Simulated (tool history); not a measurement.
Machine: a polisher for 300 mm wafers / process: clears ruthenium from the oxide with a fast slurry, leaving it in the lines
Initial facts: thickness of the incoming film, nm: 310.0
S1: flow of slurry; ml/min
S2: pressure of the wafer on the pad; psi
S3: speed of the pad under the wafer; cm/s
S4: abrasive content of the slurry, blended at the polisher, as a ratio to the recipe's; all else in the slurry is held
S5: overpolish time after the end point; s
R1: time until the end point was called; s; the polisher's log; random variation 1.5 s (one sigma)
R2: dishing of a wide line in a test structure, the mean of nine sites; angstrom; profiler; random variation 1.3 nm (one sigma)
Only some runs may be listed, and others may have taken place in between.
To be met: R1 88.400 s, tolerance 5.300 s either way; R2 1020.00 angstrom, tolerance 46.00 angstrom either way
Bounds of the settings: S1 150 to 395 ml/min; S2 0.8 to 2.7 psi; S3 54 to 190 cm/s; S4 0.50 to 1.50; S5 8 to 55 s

run 1 hour=0.0 | S1=250 S2=1.7 S3=122 S4=1.00 S5=28 | R1=121.420 R2=606.41
run 2 hour=4.3 | S1=250 S2=1.7 S3=122 S4=1.00 S5=36 | R1=117.550 R2=764.76
run 3 hour=11.4 | S1=250 S2=1.7 S3=122 S4=1.10 S5=36 | R1=111.010 R2=786.69
run 4 hour=15.1 | S1=250 S2=1.7 S3=122 S4=0.90 S5=36 | R1=122.500 R2=720.95
run 5 hour=18.7 | S1=250 S2=1.7 S3=122 S4=0.90 S5=30 | R1=127.040 R2=633.10
run 6 hour=23.7 | S1=250 S2=1.7 S3=122 S4=0.90 S5=21 | R1=124.900 R2=457.34
run 7 hour=24.8 | S1=250 S2=1.8 S3=122 S4=0.90 S5=23 | R1=118.670 R2=515.99
run 8 hour=33.0 | S1=250 S2=1.9 S3=122 S4=0.90 S5=25 | R1=115.180 R2=572.99
run 9 hour=37.8 | S1=250 S2=2.0 S3=122 S4=0.90 S5=26 | R1=109.790 R2=609.46
-- hour=41.4 worn pad replaced by a new one
run 10 hour=41.4 | S1=250 S2=2.0 S3=124 S4=0.90 S5=27 | R1=100.890 R2=667.66
run 11 hour=48.1 | S1=250 S2=2.0 S3=124 S4=0.90 S5=28 | R1=104.370 R2=692.15
run 12 hour=49.8 | S1=250 S2=2.0 S3=124 S4=0.90 S5=29 | R1=103.900 R2=711.13
run 13 hour=54.7 | S1=250 S2=2.0 S3=124 S4=0.90 S5=30 | R1=106.520 R2=734.16
run 14 hour=61.9 | S1=250 S2=2.1 S3=124 S4=0.90 S5=30 | R1=99.769 R2=747.08
run 15 hour=67.2 | S1=250 S2=2.1 S3=124 S4=0.90 S5=31 | R1=98.949 R2=778.88
run 16 hour=73.5 | S1=250 S2=2.1 S3=124 S4=0.90 S5=32 | R1=98.854 R2=791.87
run 17 hour=76.7 | S1=250 S2=2.1 S3=124 S4=0.90 S5=33 | R1=99.129 R2=818.55
run 18 hour=84.6 | S1=250 S2=2.3 S3=124 S4=0.90 S5=38 | R1=95.752 R2=950.59

Exercise: of the 5 proposed moves below, exactly one satisfies all targets within the stated allowed misses. Which move is it?
run A hour=92.5 | S1=240 S2=2.5 S3=152 S4=0.90 S5=33 | R1=? R2=?
run B hour=92.5 | S1=300 S2=2.5 S3=148 S4=0.80 S5=30 | R1=? R2=?
run C hour=92.5 | S1=380 S2=2.7 S3=128 S4=0.90 S5=29 | R1=? R2=?
run D hour=92.5 | S1=205 S2=2.6 S3=142 S4=0.95 S5=29 | R1=? R2=?
run E hour=92.5 | S1=210 S2=2.4 S3=130 S4=0.90 S5=39 | R1=? R2=?

move=A R1=76.730 R2=1005.20
move=B R1=81.682 R2=889.86
move=C R1=79.993 R2=880.78
move=D R1=77.769 R2=900.56
move=E R1=90.389 R2=1007.60
A: brings the result that was furthest off to its target, and leaves another outside
B: its largest miss is bigger than the last run's
C: its largest miss is bigger than the last run's
D: its largest miss is bigger than the last run's
E: all results in spec
E is the move that brings every result within its allowed miss.

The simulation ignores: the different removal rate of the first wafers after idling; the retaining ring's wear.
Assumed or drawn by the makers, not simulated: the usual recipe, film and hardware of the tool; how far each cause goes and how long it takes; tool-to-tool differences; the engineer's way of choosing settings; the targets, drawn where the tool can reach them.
